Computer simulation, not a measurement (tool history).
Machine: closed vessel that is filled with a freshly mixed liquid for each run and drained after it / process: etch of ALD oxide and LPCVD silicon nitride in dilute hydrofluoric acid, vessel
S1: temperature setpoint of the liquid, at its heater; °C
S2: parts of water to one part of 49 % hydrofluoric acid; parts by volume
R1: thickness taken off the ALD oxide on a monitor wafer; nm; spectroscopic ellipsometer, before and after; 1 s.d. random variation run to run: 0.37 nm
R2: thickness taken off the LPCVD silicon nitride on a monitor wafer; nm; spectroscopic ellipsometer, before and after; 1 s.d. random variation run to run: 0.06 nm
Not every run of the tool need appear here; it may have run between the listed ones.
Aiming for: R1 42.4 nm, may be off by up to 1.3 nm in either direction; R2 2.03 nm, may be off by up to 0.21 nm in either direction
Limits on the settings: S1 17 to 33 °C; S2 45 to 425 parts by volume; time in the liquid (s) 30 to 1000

{"run": 1, "hour": 0.0, "S1": 25, "S2": 235, "time in the liquid (s)": 510, "R1": 23.069, "R2": 1.0462}
{"run": 2, "hour": 7.2, "S1": 22.5, "S2": 235, "time in the liquid (s)": 510, "R1": 21.48, "R2": 0.94408}
{"run": 3, "hour": 13.4, "S1": 22.5, "S2": 315, "time in the liquid (s)": 510, "R1": 14.878, "R2": 0.70601}
{"run": 4, "hour": 18.3, "S1": 23.5, "S2": 295, "time in the liquid (s)": 510, "R1": 16.618, "R2": 0.78942}
{"run": 5, "hour": 22.6, "S1": 23.5, "S2": 295, "time in the liquid (s)": 325, "R1": 10.363, "R2": 0.53567}
{"run": 6, "hour": 23.1, "S1": 24.5, "S2": 270, "time in the liquid (s)": 325, "R1": 12.431, "R2": 0.5602}
{"run": 7, "hour": 23.9, "S1": 25, "S2": 255, "time in the liquid (s)": 340, "R1": 13.991, "R2": 0.66183}
{"run": 8, "hour": 27.8, "S1": 26, "S2": 240, "time in the liquid (s)": 345, "R1": 15.56, "R2": 0.75909}
{"run": 9, "hour": 32.6, "S1": 26.5, "S2": 220, "time in the liquid (s)": 345, "R1": 17.914, "R2": 0.83951}
{"run": 10, "hour": 40.4, "S1": 26.5, "S2": 220, "time in the liquid (s)": 345, "R1": 18.04, "R2": 0.8758}
{"run": 11, "hour": 47.5, "S1": 27, "S2": 205, "time in the liquid (s)": 345, "R1": 19.743, "R2": 0.97299}
{"run": 12, "hour": 54.3, "S1": 27.5, "S2": 190, "time in the liquid (s)": 345, "R1": 22.147, "R2": 1.0208}
{"run": 13, "hour": 58.8, "S1": 28, "S2": 180, "time in the liquid (s)": 345, "R1": 23.98, "R2": 1.1311}
{"run": 14, "hour": 66.6, "S1": 28.5, "S2": 170, "time in the liquid (s)": 345, "R1": 26.606, "R2": 1.2194}
{"run": 15, "hour": 70.3, "S1": 29, "S2": 165, "time in the liquid (s)": 345, "R1": 27.948, "R2": 1.3777}
{"run": 16, "hour": 74.6, "S1": 29, "S2": 160, "time in the liquid (s)": 345, "R1": 28.938, "R2": 1.3511}
{"run": 17, "hour": 81.1, "S1": 29.5, "S2": 155, "time in the liquid (s)": 345, "R1": 31.121, "R2": 1.4336}
{"run": 18, "hour": 83.4, "S1": 30, "S2": 155, "time in the liquid (s)": 345, "R1": 31.343, "R2": 1.5278}
{"run": 19, "hour": 87.5, "S1": 30, "S2": 150, "time in the liquid (s)": 345, "R1": 32.408, "R2": 1.5951}
{"run": 20, "hour": 95.0, "S1": 30, "S2": 145, "time in the liquid (s)": 345, "R1": 33.979, "R2": 1.6142}
{"run": 21, "hour": 99.7, "S1": 30, "S2": 140, "time in the liquid (s)": 345, "R1": 34.994, "R2": 1.6832}
{"run": 22, "hour": 101.5, "S1": 30, "S2": 135, "time in the liquid (s)": 345, "R1": 37.191, "R2": 1.7885}
{"run": 23, "hour": 107.5, "S1": 30.5, "S2": 125, "time in the liquid (s)": 340, "R1": 41.212, "R2": 1.8994}

Which of these 4 next moves meets every target?
{"run": "A", "hour": 113.5, "S1": 25, "S2": 65, "time in the liquid (s)": 210, "R1": "?", "R2": "?"}
{"run": "B", "hour": 113.5, "S1": 29.5, "S2": 110, "time in the liquid (s)": 295, "R1": "?", "R2": "?"}
{"run": "C", "hour": 113.5, "S1": 27.5, "S2": 105, "time in the liquid (s)": 305, "R1": "?", "R2": "?"}
{"run": "D", "hour": 113.5, "S1": 29, "S2": 170, "time in the liquid (s)": 545, "R1": "?", "R2": "?"}

move=A R1=41.783 R2=1.6706
move=B R1=38.869 R2=1.8601
move=C R1=39.301 R2=1.7753
move=D R1=42.18 R2=2.1469
A: corrects the largest miss of the last run, while another result sits out of spec
B: lands further from the targets than the last run did
C: lands further from the targets than the last run did
D: all results land within tolerance of their targets
Correct choice: D, which meets every target
